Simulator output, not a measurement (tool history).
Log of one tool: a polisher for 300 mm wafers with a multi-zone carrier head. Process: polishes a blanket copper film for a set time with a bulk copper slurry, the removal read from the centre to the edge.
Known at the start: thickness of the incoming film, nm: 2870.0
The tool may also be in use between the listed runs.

run  hour  flow of slurry (ml/min)  pressure of the head's centre zone  pressure of the head's middle zone  pressure of the head's edge zone  abrasive content of the slurry  polishing time (s)  film removed at the wafer's centre (nm)  film removed at mid-radius (nm)  film removed at the wafer's edge (nm)
  1     0                      305                                   1                                   1                                 1                               1                  32                                   372.56                            368.9                                 375.77
  2   7.8                      305                                   1                                   1                                 1                               1                  38                                   441.06                           443.16                                    447
  3   9.6                      310                                1.03                                0.99                              0.95                            0.85                  34                                   386.17                            363.4                                 374.68
  4  14.1                      310                                1.03                                0.99                              0.95                            0.85                  39                                   444.82                            422.9                                 430.89
  5  19.7                      270                                1.03                                0.99                              0.95                            0.85                  39                                   442.02                           420.26                                 422.03
  6  20.3                      270                                1.03                                1.03                              0.95                            0.85                  39                                   440.63                           429.61                                 421.11
  7  21.8                      250                                1.06                                1.04                              0.91                            0.75                  36                                   392.85                           383.91                                 362.77
  8  26.5                      235                                1.09                                1.02                              0.88                             0.7                  33                                   359.79                           330.99                                 319.41
  9  33.4                      285                                1.16                                1.02                              0.83                             0.5                  25                                    257.3                           222.55                                    207
 10  41.2                      285                                1.17                                1.03                              0.86                             0.6                  25                                   279.54                           247.68                                 228.04
 11  46.3                      285                                1.18                                1.02                              0.87                             0.6                  25                                    290.2                           246.65                                 231.36
 12  46.9                      285                                1.18                                1.02                              0.87                             0.6                  25                                   283.72                           244.55                                 227.61
 13  48.4                      285                                1.18                                1.02                              0.89                             0.6                  25                                   284.39                           242.55                                 228.77
 14  50.3                      340                                1.19                                1.05                              0.99                             0.7                  25                                   311.44                           271.77                                 260.33
 15  55.8                      335                                1.19                                1.04                              0.97                             0.7                  25                                   317.38                           266.57                                 257.28
 16  62.2                      330                                1.18                                1.03                              0.95                             0.7                  25                                    302.4                           263.18                                 258.92
 17  64.1                      315                                1.18                                1.03                              0.94                             0.7                  25                                   312.79                           262.74                                 255.15
 18  66.1                      315                                1.17                                1.03                              0.92                             0.7                  25                                   299.87                           266.27                                 253.68

Forecast run 19:
 19  69.1                      330                                1.19                                0.99                              0.88                             0.6                  25                                        ?                                ?                                      ?

Run 19 gave film removed at the wafer's centre (nm) 292.65, film removed at mid-radius (nm) 236.84, film removed at the wafer's edge (nm) 233.15.

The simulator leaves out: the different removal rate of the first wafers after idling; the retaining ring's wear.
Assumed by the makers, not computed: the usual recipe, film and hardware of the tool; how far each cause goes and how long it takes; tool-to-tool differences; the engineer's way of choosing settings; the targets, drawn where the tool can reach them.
